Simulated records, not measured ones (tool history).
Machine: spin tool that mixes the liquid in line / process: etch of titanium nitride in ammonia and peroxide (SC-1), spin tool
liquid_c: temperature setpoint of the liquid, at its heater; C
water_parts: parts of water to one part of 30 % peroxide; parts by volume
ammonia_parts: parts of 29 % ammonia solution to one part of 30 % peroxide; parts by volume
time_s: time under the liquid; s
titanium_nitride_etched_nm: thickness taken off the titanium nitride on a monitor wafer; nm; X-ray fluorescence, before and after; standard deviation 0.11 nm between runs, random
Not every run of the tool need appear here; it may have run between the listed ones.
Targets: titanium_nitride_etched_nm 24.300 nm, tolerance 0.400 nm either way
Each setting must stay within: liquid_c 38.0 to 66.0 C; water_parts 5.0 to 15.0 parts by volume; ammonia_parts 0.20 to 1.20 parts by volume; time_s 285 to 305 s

| run | hour | liquid_c | water_parts | ammonia_parts | time_s | titanium_nitride_etched_nm |
|---|---|---|---|---|---|---|
| 1 | 0.0 | 50.0 | 8.5 | 0.75 | 285 | 17.426 |
| 2 | 2.7 | 51.0 | 8.5 | 0.75 | 285 | 18.620 |
| 3 | 7.6 | 52.0 | 8.5 | 0.75 | 285 | 19.880 |
| 4 | 14.8 | 52.0 | 8.5 | 0.75 | 285 | 19.737 |
| 5 | 19.1 | 52.0 | 9.5 | 0.75 | 285 | 18.761 |
| 6 | 24.2 | 52.0 | 9.5 | 0.60 | 285 | 18.148 |
| 7 | 28.0 | 53.0 | 9.5 | 0.60 | 285 | 19.462 |
| 8 | 33.3 | 54.0 | 9.5 | 0.60 | 285 | 20.839 |
| 9 | 35.0 | 54.0 | 9.5 | 0.60 | 285 | 20.827 |
| 10 | 35.7 | 54.5 | 9.5 | 0.60 | 285 | 21.464 |
| 11 | 42.1 | 55.0 | 9.5 | 0.60 | 285 | 22.213 |
| 12 | 50.3 | 55.5 | 9.5 | 0.60 | 285 | 22.944 |
| 13 | 56.1 | 56.0 | 9.5 | 0.60 | 285 | 23.821 |

4 candidate next runs follow, results not yet known. Just one meets every target within its allowed miss. Identify it.
| A | 61.9 | 56.5 | 12.5 | 0.65 | 305 | ? |
| B | 61.9 | 56.0 | 9.5 | 0.70 | 285 | ? |
| C | 61.9 | 53.5 | 8.0 | 0.95 | 285 | ? |
| D | 61.9 | 55.5 | 8.0 | 0.35 | 285 | ? |

| move | titanium_nitride_etched_nm |
|---|---|
| A | 23.187 |
| B | 24.467 |
| C | 23.576 |
| D | 22.952 |
A: the biggest miss grows against the last run
B: all results land within tolerance of their targets
C: the biggest miss grows against the last run
D: the biggest miss grows against the last run
The move that meets every target is B.

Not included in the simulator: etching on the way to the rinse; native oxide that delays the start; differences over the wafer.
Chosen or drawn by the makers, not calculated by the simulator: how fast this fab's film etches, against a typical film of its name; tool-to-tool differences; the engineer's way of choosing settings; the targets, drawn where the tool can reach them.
